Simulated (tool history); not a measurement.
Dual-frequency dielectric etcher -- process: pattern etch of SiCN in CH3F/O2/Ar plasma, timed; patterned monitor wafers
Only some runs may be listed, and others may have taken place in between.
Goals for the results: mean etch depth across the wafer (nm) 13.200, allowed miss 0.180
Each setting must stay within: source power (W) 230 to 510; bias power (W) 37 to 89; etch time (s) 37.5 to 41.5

run,hour,source power (W),bias power (W),etch time (s),mean etch depth across the wafer (nm)
1,0.0,370,63,41.5,15.475
2,2.5,370,63,37.5,13.907
3,3.6,350,63,37.5,13.453
4,8.6,290,63,37.5,11.862
5,10.7,310,63,37.5,12.417
6,11.7,310,56,37.5,12.086
7,17.9,320,56,37.5,12.367
8,23.7,330,56,37.5,12.624
9,27.4,340,56,37.5,12.840

Exercise: of the 5 proposed moves below, exactly one satisfies all targets within the stated allowed misses. Which move is it?
A,31.1,350,58,39.0,?
B,31.1,350,54,39.5,?
C,31.1,340,53,40.5,?
D,31.1,330,60,40.0,?
E,31.1,330,54,39.5,?

move,mean etch depth across the wafer (nm)
A,13.740
B,13.709
C,13.746
D,13.671
E,13.200
A: carries the result that was furthest off beyond its target, to the other side
B: carries the result that was furthest off beyond its target, to the other side
C: carries the result that was furthest off beyond its target, to the other side
D: carries the result that was furthest off beyond its target, to the other side
E: all results in spec
E is the move that brings every result within its allowed miss.

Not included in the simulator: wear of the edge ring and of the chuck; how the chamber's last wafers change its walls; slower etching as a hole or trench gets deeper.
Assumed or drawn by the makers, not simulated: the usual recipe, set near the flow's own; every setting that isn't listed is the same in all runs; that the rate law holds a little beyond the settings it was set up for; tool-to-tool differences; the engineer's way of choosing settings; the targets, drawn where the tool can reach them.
